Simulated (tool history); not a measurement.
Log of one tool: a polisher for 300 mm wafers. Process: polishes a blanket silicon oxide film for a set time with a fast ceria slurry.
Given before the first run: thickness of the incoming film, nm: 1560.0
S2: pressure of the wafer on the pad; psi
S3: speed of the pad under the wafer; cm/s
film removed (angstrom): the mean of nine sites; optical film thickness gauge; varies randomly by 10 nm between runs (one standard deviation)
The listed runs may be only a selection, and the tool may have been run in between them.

{"run": 1, "hour": 0.0, "flow of slurry (ml/min)": 140, "S2": 1.8, "S3": 110, "polishing time (s)": 66, "film removed (angstrom)": 8233.5}
{"run": 2, "hour": 4.4, "flow of slurry (ml/min)": 140, "S2": 2, "S3": 110, "polishing time (s)": 66, "film removed (angstrom)": 9065.5}
{"run": 3, "hour": 5.4, "flow of slurry (ml/min)": 115, "S2": 2, "S3": 110, "polishing time (s)": 66, "film removed (angstrom)": 8725.2}
{"run": 4, "hour": 10.6, "flow of slurry (ml/min)": 135, "S2": 2.2, "S3": 112, "polishing time (s)": 66, "film removed (angstrom)": 10237}
{"run": 5, "hour": 12.7, "flow of slurry (ml/min)": 135, "S2": 2.2, "S3": 112, "polishing time (s)": 66, "film removed (angstrom)": 10266}
{"run": 6, "hour": 17.1, "flow of slurry (ml/min)": 100, "S2": 2.2, "S3": 112, "polishing time (s)": 66, "film removed (angstrom)": 9440.1}
{"run": 7, "hour": 18.2, "flow of slurry (ml/min)": 130, "S2": 2.3, "S3": 112, "polishing time (s)": 66, "film removed (angstrom)": 10677}
{"run": 8, "hour": 20.4, "flow of slurry (ml/min)": 150, "S2": 2.4, "S3": 112, "polishing time (s)": 66, "film removed (angstrom)": 11247}
{"run": 9, "hour": 25.3, "flow of slurry (ml/min)": 160, "S2": 2.5, "S3": 114, "polishing time (s)": 66, "film removed (angstrom)": 11931}
{"run": 10, "hour": 27.5, "flow of slurry (ml/min)": 165, "S2": 2.6, "S3": 118, "polishing time (s)": 66, "film removed (angstrom)": 13053}
{"run": 11, "hour": 31.0, "flow of slurry (ml/min)": 170, "S2": 2.7, "S3": 120, "polishing time (s)": 66, "film removed (angstrom)": 13812}
{"run": 12, "hour": 35.5, "flow of slurry (ml/min)": 170, "S2": 2.7, "S3": 122, "polishing time (s)": 66, "film removed (angstrom)": 14005}

Expected results for the next run?
{"run": 13, "hour": 36.1, "flow of slurry (ml/min)": 170, "S2": 2.7, "S3": 124, "polishing time (s)": 66, "film removed (angstrom)": "?"}

{"run 13": {"film removed (angstrom)": 14191}}
